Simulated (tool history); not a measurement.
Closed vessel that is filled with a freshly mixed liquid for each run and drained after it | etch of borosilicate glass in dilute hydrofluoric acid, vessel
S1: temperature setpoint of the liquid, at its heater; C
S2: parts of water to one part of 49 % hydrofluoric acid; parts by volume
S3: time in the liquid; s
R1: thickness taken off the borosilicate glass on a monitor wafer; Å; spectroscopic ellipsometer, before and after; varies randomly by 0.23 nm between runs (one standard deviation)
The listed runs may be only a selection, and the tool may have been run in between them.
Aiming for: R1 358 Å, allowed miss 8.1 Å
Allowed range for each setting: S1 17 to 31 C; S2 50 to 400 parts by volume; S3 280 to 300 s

Run 1, day 0: S1 23 C, S2 225 parts by volume, S3 280 s. Result: R1 234.74 Å.
Run 2, day 0.3: S1 25 C, S2 215 parts by volume, S3 280 s. Result: R1 266.04 Å.
Run 3, day 0.583: S1 23 C, S2 215 parts by volume, S3 280 s. Result: R1 244.4 Å.
Run 4, day 0.933: S1 23 C, S2 245 parts by volume, S3 280 s. Result: R1 210.25 Å.
Run 5, day 1.317: S1 25 C, S2 230 parts by volume, S3 280 s. Result: R1 242.5 Å.
Run 6, day 1.6: S1 23.5 C, S2 230 parts by volume, S3 280 s. Result: R1 233.22 Å.
Run 7, day 1.771: S1 25.5 C, S2 220 parts by volume, S3 280 s. Result: R1 263.59 Å.
Run 8, day 1.921: S1 27 C, S2 215 parts by volume, S3 280 s. Result: R1 285.77 Å.
Run 9, day 1.967: S1 28 C, S2 210 parts by volume, S3 280 s. Result: R1 303.01 Å.
Run 10, day 2.017: S1 29 C, S2 205 parts by volume, S3 280 s. Result: R1 326.01 Å.
Run 11, day 2.15: S1 29.5 C, S2 205 parts by volume, S3 280 s. Result: R1 333.97 Å.
Run 12, day 2.458: S1 30 C, S2 205 parts by volume, S3 280 s. Result: R1 334.81 Å.
Run 13, day 2.642: S1 30.5 C, S2 205 parts by volume, S3 280 s. Result: R1 339.87 Å.

Exactly one of the 4 candidate moves below puts every result within its allowed miss. Which one?
Run A, day 2.825: S1 28.5 C, S2 180 parts by volume, S3 290 s. Result: R1 ?.
Run B, day 2.825: S1 30.5 C, S2 185 parts by volume, S3 280 s. Result: R1 ?.
Run C, day 2.825: S1 30 C, S2 195 parts by volume, S3 280 s. Result: R1 ?.
Run D, day 2.825: S1 31 C, S2 195 parts by volume, S3 290 s. Result: R1 ?.

move      R1
   A  388.25
   B  388.93
   C  358.13
   D  383.94
A: the result that was furthest off in the last run now lies on the other side of its target
B: the result that was furthest off in the last run now lies on the other side of its target
C: meets every target
D: the result that was furthest off in the last run now lies on the other side of its target
C meets every target.

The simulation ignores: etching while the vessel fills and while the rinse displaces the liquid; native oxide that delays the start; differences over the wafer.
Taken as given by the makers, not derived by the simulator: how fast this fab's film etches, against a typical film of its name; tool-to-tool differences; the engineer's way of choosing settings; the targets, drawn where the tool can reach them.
